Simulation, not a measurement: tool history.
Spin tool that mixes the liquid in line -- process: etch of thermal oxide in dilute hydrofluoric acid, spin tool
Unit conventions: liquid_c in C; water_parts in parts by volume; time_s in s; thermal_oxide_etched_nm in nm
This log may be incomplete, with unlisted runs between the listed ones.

{"run": 1, "hour": 0.0, "liquid_c": 21, "water_parts": 60, "time_s": 105, "thermal_oxide_etched_nm": 7.3403}
{"run": 2, "hour": 2.2, "liquid_c": 22, "water_parts": 55, "time_s": 105, "thermal_oxide_etched_nm": 8.1433}
{"run": 3, "hour": 7.6, "liquid_c": 23, "water_parts": 50, "time_s": 105, "thermal_oxide_etched_nm": 9.5081}
{"run": 4, "hour": 16.0, "liquid_c": 23, "water_parts": 50, "time_s": 110, "thermal_oxide_etched_nm": 9.8301}
{"hour": 19.1, "done": "hydrofluoric acid flow meter replaced"}
{"run": 5, "hour": 19.1, "liquid_c": 23.5, "water_parts": 45, "time_s": 110, "thermal_oxide_etched_nm": 12.754}
{"run": 6, "hour": 21.3, "liquid_c": 23.5, "water_parts": 25, "time_s": 110, "thermal_oxide_etched_nm": 23.101}
{"run": 7, "hour": 21.9, "liquid_c": 23.5, "water_parts": 25, "time_s": 110, "thermal_oxide_etched_nm": 23.306}
{"run": 8, "hour": 28.8, "liquid_c": 23, "water_parts": 25, "time_s": 110, "thermal_oxide_etched_nm": 22.498}
{"run": 9, "hour": 36.8, "liquid_c": 22.5, "water_parts": 25, "time_s": 110, "thermal_oxide_etched_nm": 22.163}
{"run": 10, "hour": 44.7, "liquid_c": 22, "water_parts": 25, "time_s": 110, "thermal_oxide_etched_nm": 21.645}
{"run": 11, "hour": 49.2, "liquid_c": 21, "water_parts": 25, "time_s": 110, "thermal_oxide_etched_nm": 21.244}

Predict the results of run 12:
{"run": 12, "hour": 56.6, "liquid_c": 19, "water_parts": 25, "time_s": 110, "thermal_oxide_etched_nm": "?"}

{"run 12": {"thermal_oxide_etched_nm": 19.152}}

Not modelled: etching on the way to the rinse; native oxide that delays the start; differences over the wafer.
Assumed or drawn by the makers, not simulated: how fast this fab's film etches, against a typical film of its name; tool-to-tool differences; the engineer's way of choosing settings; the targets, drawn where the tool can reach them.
